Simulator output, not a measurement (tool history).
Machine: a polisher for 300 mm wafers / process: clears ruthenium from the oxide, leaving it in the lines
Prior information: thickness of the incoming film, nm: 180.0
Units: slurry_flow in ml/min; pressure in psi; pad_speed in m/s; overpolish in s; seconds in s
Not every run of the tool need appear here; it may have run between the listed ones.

| run | hour | slurry_flow | pressure | pad_speed | overpolish | seconds |
|---|---|---|---|---|---|---|
| 1 | 0.0 | 150 | 2.5 | 1.08 | 8 | 102.01 |
| 2 | 5.4 | 150 | 2.3 | 1.08 | 8 | 108.75 |
| 3 | 11.9 | 150 | 2.1 | 1.08 | 8 | 119.10 |
| 4 | 18.9 | 150 | 2.0 | 1.08 | 8 | 128.11 |
| 5 | 21.7 | 165 | 2.0 | 1.08 | 8 | 124.36 |
| 6 | 25.4 | 165 | 2.4 | 1.08 | 8 | 104.85 |
| 7 | 26.6 | 165 | 2.2 | 1.08 | 8 | 112.73 |

Run 8 has not been measured yet. What should we expect?
| 8 | 35.2 | 160 | 2.1 | 1.08 | 8 | ? |

Run 8 came out at seconds 119.20 s.

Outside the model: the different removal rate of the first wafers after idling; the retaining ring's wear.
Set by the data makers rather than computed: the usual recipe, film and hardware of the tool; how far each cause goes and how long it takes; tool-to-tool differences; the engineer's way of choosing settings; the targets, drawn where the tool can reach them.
